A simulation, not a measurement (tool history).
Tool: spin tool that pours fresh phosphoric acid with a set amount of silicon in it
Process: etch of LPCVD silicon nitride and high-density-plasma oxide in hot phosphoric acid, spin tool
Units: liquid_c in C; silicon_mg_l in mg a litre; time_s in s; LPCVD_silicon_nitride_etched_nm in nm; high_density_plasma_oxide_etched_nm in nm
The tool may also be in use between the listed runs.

run	hour	liquid_c	silicon_mg_l	time_s	LPCVD_silicon_nitride_etched_nm	high_density_plasma_oxide_etched_nm
1	0	164	19	180	17.356	0.80095
2	4.7	164	21.5	190	17.945	0.79954
3	6.3	164	27	190	18.013	0.70553
4	12.4	162	27	190	16.647	0.59443
5	20.9	160.5	27	190	15.986	0.53916
6	25.6	161	28.5	200	17.317	0.53217
7	28.5	161.5	29.5	210	18.161	0.59732
8	31.5	161.5	31	220	19.067	0.60095

Forecast run 9:
9	39.4	164	43	305	?	?

LPCVD_silicon_nitride_etched_nm: 28.883 nm
high_density_plasma_oxide_etched_nm: 0.4866 nm

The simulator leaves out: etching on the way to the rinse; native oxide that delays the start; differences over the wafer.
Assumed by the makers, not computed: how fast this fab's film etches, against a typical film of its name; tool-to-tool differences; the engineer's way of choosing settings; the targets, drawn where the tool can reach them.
